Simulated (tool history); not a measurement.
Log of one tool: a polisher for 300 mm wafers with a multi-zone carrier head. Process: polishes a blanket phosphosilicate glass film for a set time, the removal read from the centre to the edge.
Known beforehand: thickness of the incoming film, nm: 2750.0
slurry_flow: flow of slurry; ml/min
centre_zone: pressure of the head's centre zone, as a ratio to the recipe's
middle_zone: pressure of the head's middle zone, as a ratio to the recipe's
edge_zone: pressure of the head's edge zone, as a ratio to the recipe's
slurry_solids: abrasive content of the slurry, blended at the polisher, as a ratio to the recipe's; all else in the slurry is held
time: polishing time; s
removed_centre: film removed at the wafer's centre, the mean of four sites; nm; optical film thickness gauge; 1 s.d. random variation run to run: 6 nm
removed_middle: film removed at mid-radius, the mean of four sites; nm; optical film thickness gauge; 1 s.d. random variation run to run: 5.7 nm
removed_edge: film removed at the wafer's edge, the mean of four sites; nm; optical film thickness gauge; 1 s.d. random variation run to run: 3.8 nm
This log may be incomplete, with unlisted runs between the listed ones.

{"run": 1, "day": 0.0, "slurry_flow": 260, "centre_zone": 1, "middle_zone": 1, "edge_zone": 1, "slurry_solids": 1, "time": 89, "removed_centre": 772.76, "removed_middle": 730.28, "removed_edge": 701.03}
{"run": 2, "day": 0.35, "slurry_flow": 220, "centre_zone": 1, "middle_zone": 1, "edge_zone": 1, "slurry_solids": 1, "time": 89, "removed_centre": 778.33, "removed_middle": 707.33, "removed_edge": 699.8}
{"run": 3, "day": 0.654, "slurry_flow": 220, "centre_zone": 1, "middle_zone": 1, "edge_zone": 1, "slurry_solids": 0.9, "time": 89, "removed_centre": 712.36, "removed_middle": 681.16, "removed_edge": 656.01}
{"run": 4, "day": 0.788, "slurry_flow": 185, "centre_zone": 1, "middle_zone": 1, "edge_zone": 1, "slurry_solids": 0.9, "time": 89, "removed_centre": 721.03, "removed_middle": 663.73, "removed_edge": 648.25}
{"run": 5, "day": 1.071, "slurry_flow": 250, "centre_zone": 1, "middle_zone": 1, "edge_zone": 1, "slurry_solids": 0.9, "time": 89, "removed_centre": 746.09, "removed_middle": 685.52, "removed_edge": 656.56}
{"run": 6, "day": 1.338, "slurry_flow": 250, "centre_zone": 1, "middle_zone": 1, "edge_zone": 1, "slurry_solids": 0.9, "time": 100, "removed_centre": 834.73, "removed_middle": 784.48, "removed_edge": 743.66}
{"run": 7, "day": 1.654, "slurry_flow": 235, "centre_zone": 0.98, "middle_zone": 0.95, "edge_zone": 0.97, "slurry_solids": 0.8, "time": 100, "removed_centre": 743.29, "removed_middle": 690.36, "removed_edge": 680.58}
{"run": 8, "day": 1.729, "slurry_flow": 235, "centre_zone": 0.97, "middle_zone": 0.92, "edge_zone": 0.94, "slurry_solids": 0.75, "time": 100, "removed_centre": 707.84, "removed_middle": 640.95, "removed_edge": 645.85}

Run 9 has not been measured yet. What should we expect?
{"day": 2.029, "done": "centre zone pressure recalibrated"}
{"run": 9, "day": 2.029, "slurry_flow": 230, "centre_zone": 0.96, "middle_zone": 0.9, "edge_zone": 0.91, "slurry_solids": 0.75, "time": 100, "removed_centre": "?", "removed_middle": "?", "removed_edge": "?"}

removed_centre: 637.57 nm
removed_middle: 629.07 nm
removed_edge: 638.12 nm
